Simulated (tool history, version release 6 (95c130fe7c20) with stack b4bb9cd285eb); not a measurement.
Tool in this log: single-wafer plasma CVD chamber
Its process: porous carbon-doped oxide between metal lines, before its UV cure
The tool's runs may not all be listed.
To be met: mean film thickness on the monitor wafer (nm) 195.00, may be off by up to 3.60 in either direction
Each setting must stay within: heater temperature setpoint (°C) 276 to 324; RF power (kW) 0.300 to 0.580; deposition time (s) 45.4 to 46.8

run,day,heater temperature setpoint (°C),RF power (kW),deposition time (s),mean film thickness on the monitor wafer (nm)
1,0.000,300,0.440,45.4,218.23
2,0.062,305,0.435,45.4,211.42
3,0.138,305,0.465,45.4,221.92
4,0.396,305,0.465,45.4,220.96
# day 0.500: RF generator calibrated
5,0.500,305,0.465,46.8,239.57
6,0.546,312,0.465,46.8,233.03
7,0.829,313,0.440,46.7,223.33
8,0.900,313,0.415,46.6,214.01
9,1.204,313,0.400,46.5,208.48
10,1.342,313,0.390,46.5,204.57
11,1.450,313,0.380,46.5,200.67
12,1.700,313,0.375,46.5,199.79

Below are 4 possible settings for the next run. Only one of them brings all results inside the allowed miss of their targets. Which is it?
A,1.950,294,0.340,45.8,?
B,1.950,311,0.355,46.4,?
C,1.950,311,0.350,45.4,?
D,1.950,314,0.380,46.6,?

move,mean film thickness on the monitor wafer (nm)
A,203.21
B,194.56
C,188.71
D,201.39
A: lands further from the targets than the last run did
B: hits every target within its allowed miss
C: pushes the last run's worst result past its target
D: lands further from the targets than the last run did
Answer: B

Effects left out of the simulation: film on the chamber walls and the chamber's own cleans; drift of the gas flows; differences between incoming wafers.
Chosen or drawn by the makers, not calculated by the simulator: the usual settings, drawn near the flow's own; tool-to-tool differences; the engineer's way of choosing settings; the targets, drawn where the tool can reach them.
